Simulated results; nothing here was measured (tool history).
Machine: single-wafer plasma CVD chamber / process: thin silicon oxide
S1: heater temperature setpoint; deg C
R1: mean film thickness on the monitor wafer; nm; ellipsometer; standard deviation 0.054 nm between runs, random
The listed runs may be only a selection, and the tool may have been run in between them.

{"run": 1, "hour": 0.0, "S1": 390, "chamber pressure (mTorr)": 564, "RF power (W)": 345, "deposition time (s)": 6.6, "R1": 9.1018}
{"run": 2, "hour": 7.7, "S1": 395, "chamber pressure (mTorr)": 564, "RF power (W)": 345, "deposition time (s)": 6.6, "R1": 9.0831}
{"run": 3, "hour": 12.5, "S1": 391, "chamber pressure (mTorr)": 564, "RF power (W)": 345, "deposition time (s)": 6.6, "R1": 9.1184}
{"run": 4, "hour": 19.8, "S1": 400, "chamber pressure (mTorr)": 564, "RF power (W)": 345, "deposition time (s)": 6.6, "R1": 9.0058}
{"hour": 26.3, "done": "thermocouple changed; heater temperature recalibrated"}
{"run": 5, "hour": 26.3, "S1": 400, "chamber pressure (mTorr)": 564, "RF power (W)": 300, "deposition time (s)": 6.6, "R1": 8.5658}
{"run": 6, "hour": 30.0, "S1": 396, "chamber pressure (mTorr)": 564, "RF power (W)": 300, "deposition time (s)": 6.6, "R1": 8.5142}
{"run": 7, "hour": 37.5, "S1": 396, "chamber pressure (mTorr)": 579, "RF power (W)": 300, "deposition time (s)": 6.6, "R1": 8.7362}

Run 8, settings as shown, results not yet in. Your forecast:
{"run": 8, "hour": 38.0, "S1": 396, "chamber pressure (mTorr)": 692, "RF power (W)": 305, "deposition time (s)": 6.6, "R1": "?"}

{"run 8": {"R1": 10.411}}
